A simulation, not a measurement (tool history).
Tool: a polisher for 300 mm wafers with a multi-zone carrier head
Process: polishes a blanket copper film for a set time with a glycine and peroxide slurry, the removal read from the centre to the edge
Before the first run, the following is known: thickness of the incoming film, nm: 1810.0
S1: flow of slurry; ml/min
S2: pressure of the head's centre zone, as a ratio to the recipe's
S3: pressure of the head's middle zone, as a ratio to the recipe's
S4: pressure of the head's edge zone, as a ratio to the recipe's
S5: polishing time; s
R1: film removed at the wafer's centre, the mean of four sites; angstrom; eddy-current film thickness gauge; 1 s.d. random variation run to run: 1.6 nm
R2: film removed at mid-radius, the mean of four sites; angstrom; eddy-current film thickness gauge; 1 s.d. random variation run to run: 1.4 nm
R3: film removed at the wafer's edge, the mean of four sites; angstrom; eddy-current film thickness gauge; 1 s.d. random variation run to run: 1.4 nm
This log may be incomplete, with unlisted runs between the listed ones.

run 1 hour=0 | S1=225 S2=1 S3=1 S4=1 S5=50 | R1=2434.9 R2=2481.9 R3=2472.5
run 2 hour=8.7 | S1=225 S2=1.07 S3=1 S4=1 S5=50 | R1=2625.5 R2=2468 R3=2461.6
run 3 hour=12.1 | S1=225 S2=1.07 S3=1 S4=1 S5=41 | R1=2093.2 R2=2039.9 R3=2032
run 4 hour=15 | S1=220 S2=1.06 S3=1 S4=0.98 S5=40 | R1=2067.6 R2=1958.1 R3=1921.8
run 5 hour=23.6 | S1=215 S2=1.04 S3=1 S4=0.97 S5=40 | R1=2021.1 R2=1941 R3=1923.1
run 6 hour=25.9 | S1=215 S2=1.04 S3=1 S4=1.05 S5=40 | R1=2039.5 R2=1962.8 R3=2035.3
run 7 hour=28.3 | S1=210 S2=1.02 S3=1 S4=1.03 S5=40 | R1=1963.4 R2=1937.9 R3=1981.1
run 8 hour=37.1 | S1=205 S2=1.01 S3=1 S4=1.01 S5=40 | R1=1916.9 R2=1973.3 R3=1958.9
run 9 hour=45.7 | S1=200 S2=1 S3=0.99 S4=0.99 S5=40 | R1=1889.2 R2=1935.2 R3=1938.6
run 10 hour=48.1 | S1=195 S2=1 S3=0.99 S4=0.97 S5=40 | R1=1922.5 R2=1884.8 R3=1927.8
run 11 hour=48.7 | S1=195 S2=0.99 S3=1 S4=0.96 S5=40 | R1=1879.2 R2=1903.4 R3=1870.9
run 12 hour=53.3 | S1=190 S2=0.98 S3=1 S4=0.95 S5=40 | R1=1842.4 R2=1927.6 R3=1910.9

Estimate the outcome of run 13 from the log above:
run 13 hour=54 | S1=190 S2=0.98 S3=1 S4=0.94 S5=39 | R1=? R2=? R3=?

Run 13 came out at R1 1790.8 angstrom, R2 1852.5 angstrom, R3 1836.2 angstrom.
